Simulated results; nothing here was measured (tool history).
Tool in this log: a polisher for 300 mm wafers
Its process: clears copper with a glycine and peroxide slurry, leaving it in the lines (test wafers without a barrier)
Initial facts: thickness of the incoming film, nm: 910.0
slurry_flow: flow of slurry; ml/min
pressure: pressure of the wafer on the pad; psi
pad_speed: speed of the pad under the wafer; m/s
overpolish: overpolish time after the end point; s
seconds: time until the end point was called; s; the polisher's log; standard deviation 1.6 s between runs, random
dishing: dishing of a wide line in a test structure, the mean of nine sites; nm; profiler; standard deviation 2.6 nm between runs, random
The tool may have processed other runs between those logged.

run	hour	slurry_flow	pressure	pad_speed	overpolish	seconds	dishing
1	0.0	260	3.3	1.26	26	100.770	116.64
2	4.9	260	3.2	1.26	28	101.830	117.53
3	8.8	260	3.2	1.50	28	88.861	125.03
4	11.7	260	3.0	1.48	30	92.519	126.34
5	13.3	200	3.0	1.48	30	96.270	123.94
6	15.3	200	2.8	1.46	32	101.210	124.97
7	21.8	200	2.7	1.44	33	105.080	126.31

Run 8, settings as shown, results not yet in. Your forecast:
8	23.2	200	1.7	1.38	46	?	?

Logged for run 8: seconds 145.980 s, dishing 112.08 nm.
